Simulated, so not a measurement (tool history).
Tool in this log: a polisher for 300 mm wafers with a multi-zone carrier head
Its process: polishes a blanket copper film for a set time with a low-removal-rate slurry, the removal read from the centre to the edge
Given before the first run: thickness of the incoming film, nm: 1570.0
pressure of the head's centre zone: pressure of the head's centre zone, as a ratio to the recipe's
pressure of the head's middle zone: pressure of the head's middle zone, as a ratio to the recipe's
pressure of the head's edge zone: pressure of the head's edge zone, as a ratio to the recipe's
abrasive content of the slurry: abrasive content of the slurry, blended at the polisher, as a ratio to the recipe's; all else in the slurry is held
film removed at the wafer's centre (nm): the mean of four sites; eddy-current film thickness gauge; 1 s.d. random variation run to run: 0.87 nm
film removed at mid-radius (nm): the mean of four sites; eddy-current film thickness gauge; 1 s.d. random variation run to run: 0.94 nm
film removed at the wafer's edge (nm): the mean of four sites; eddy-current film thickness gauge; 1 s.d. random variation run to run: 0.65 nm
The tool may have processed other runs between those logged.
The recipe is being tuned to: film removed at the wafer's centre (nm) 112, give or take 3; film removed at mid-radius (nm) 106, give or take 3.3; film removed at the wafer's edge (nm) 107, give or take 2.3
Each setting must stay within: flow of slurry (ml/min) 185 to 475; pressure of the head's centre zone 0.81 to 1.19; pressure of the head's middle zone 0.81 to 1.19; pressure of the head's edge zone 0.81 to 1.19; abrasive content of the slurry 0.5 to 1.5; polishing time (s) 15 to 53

run	day	flow of slurry (ml/min)	pressure of the head's centre zone	pressure of the head's middle zone	pressure of the head's edge zone	abrasive content of the slurry	polishing time (s)	film removed at the wafer's centre (nm)	film removed at mid-radius (nm)	film removed at the wafer's edge (nm)
1	0	305	1	1	1	1	34	78.209	81.047	83.207
2	0.1	310	1.02	1.01	1.02	1.05	34	80.246	83.506	85.309
3	0.208	320	1.04	1.01	1.03	1.1	34	83.213	83.646	86.199
4	0.283	325	1.06	1.02	1.05	1.15	34	85.214	85.249	87.764
5	0.404	325	1.06	1.02	1.05	1.35	34	88.956	90.235	92.199
6	0.583	330	1.08	1.03	1.06	1.35	34	89.773	88.497	92.055
7	0.721	330	1.08	1.03	1.06	1.35	34	90.165	88.787	91.724
8	1.058	335	1.09	1.04	1.07	1.35	34	90.774	90.053	92.918
9	1.379	340	1.1	1.05	1.07	1.35	34	92.55	91.224	93.562
10	1.471	350	1.11	1.06	1.08	1.35	34	93.588	90.473	93.465
11	1.512	355	1.12	1.07	1.09	1.35	34	95.148	92.149	93.762
12	1.675	360	1.13	1.08	1.1	1.35	34	95.557	93.29	94.825
13	1.7	365	1.14	1.09	1.11	1.35	34	94.55	93.793	94.627
14	1.938	370	1.15	1.09	1.11	1.35	34	95.218	94.354	94.646
15	2.267	370	1.17	1.09	1.11	1.45	36	104.25	102.24	101.8
16	2.329	375	1.17	1.09	1.11	1.45	36	104.08	102.06	102.93
17	2.55	375	1.17	1.09	1.1	1.45	36	105.5	101.84	102.35
18	2.812	380	1.17	1.09	1.1	1.45	36	105.85	102.81	101.87
19	3.175	385	1.17	1.09	1.1	1.45	36	104.14	101.38	101.35

4 candidate next runs follow, results not yet known. Just one meets every target within its allowed miss. Identify it.
A	3.538	475	1.11	0.98	1.13	1.45	37	?	?	?
B	3.538	405	1.18	1.14	1.08	1.5	38	?	?	?
C	3.538	470	1.16	1.05	1.06	1.1	41	?	?	?
D	3.538	375	1.16	1.07	1.08	1.5	36	?	?	?

move	film removed at the wafer's centre (nm)	film removed at mid-radius (nm)	film removed at the wafer's edge (nm)
A	106.06	97.254	106.44
B	114.64	113.4	106.69
C	114.65	107.26	107.18
D	106.39	101.27	100.79
A: as far off as the last run
B: brings the last run's worst result on target, with another outside its allowed miss
C: every result within its allowed miss
D: as far off as the last run
So the answer is move C, the one that meets all the targets.

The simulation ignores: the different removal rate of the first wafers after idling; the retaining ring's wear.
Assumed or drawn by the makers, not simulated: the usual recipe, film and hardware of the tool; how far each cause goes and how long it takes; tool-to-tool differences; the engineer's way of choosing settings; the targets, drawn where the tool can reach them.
